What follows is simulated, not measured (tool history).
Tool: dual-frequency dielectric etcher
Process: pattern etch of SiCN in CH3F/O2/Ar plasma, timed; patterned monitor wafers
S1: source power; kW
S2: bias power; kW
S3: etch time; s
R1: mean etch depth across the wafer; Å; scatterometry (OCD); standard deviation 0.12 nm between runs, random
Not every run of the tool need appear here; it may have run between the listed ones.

run,hour,S1,S2,S3,R1
1,0,0.38,0.087,79.5,298.56
2,7.2,0.38,0.087,83.5,315.53
3,11.4,0.41,0.087,83.5,323.49
4,17.7,0.41,0.087,79.5,307.2
5,19.9,0.38,0.085,79.5,296.65
6,27.2,0.41,0.085,79.5,303.17
7,29.8,0.38,0.083,79.5,294.98
8,37.4,0.35,0.081,79.5,285.94
9,42.4,0.33,0.079,79.5,277.4
10,43.5,0.32,0.078,79.5,273.09

Forecast run 11:
11,47.7,0.31,0.077,79.5,?

For run 11 the tool returned R1 269.12 Å.

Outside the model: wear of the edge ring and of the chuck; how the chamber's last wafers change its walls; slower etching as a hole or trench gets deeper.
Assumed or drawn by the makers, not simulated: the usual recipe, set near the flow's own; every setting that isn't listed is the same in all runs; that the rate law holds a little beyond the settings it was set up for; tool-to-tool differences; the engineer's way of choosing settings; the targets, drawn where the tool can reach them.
